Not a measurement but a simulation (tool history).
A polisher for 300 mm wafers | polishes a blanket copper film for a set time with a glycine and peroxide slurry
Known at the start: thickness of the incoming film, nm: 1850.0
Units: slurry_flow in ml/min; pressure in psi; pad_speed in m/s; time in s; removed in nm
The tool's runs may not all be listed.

{"run": 1, "hour": 0.0, "slurry_flow": 255, "pressure": 3.4, "pad_speed": 0.86, "time": 21, "removed": 126.14}
{"run": 2, "hour": 2.1, "slurry_flow": 255, "pressure": 3.1, "pad_speed": 0.82, "time": 21, "removed": 111.6}
{"run": 3, "hour": 11.0, "slurry_flow": 255, "pressure": 2.9, "pad_speed": 0.8, "time": 21, "removed": 103.4}
{"run": 4, "hour": 12.7, "slurry_flow": 255, "pressure": 2.9, "pad_speed": 0.6, "time": 21, "removed": 85.585}
{"run": 5, "hour": 19.2, "slurry_flow": 255, "pressure": 2.8, "pad_speed": 0.6, "time": 21, "removed": 82.43}
{"hour": 20.2, "done": "head pressure recalibrated"}
{"run": 6, "hour": 20.2, "slurry_flow": 255, "pressure": 2.7, "pad_speed": 0.6, "time": 21, "removed": 84.656}
{"run": 7, "hour": 23.5, "slurry_flow": 255, "pressure": 2.5, "pad_speed": 0.58, "time": 21, "removed": 80.655}
{"run": 8, "hour": 29.7, "slurry_flow": 255, "pressure": 2.4, "pad_speed": 0.56, "time": 21, "removed": 75.789}

The next listed run, before its measurement:
{"run": 9, "hour": 34.5, "slurry_flow": 255, "pressure": 2.3, "pad_speed": 0.56, "time": 21, "removed": "?"}

Run 9 gave removed 72.080 nm.
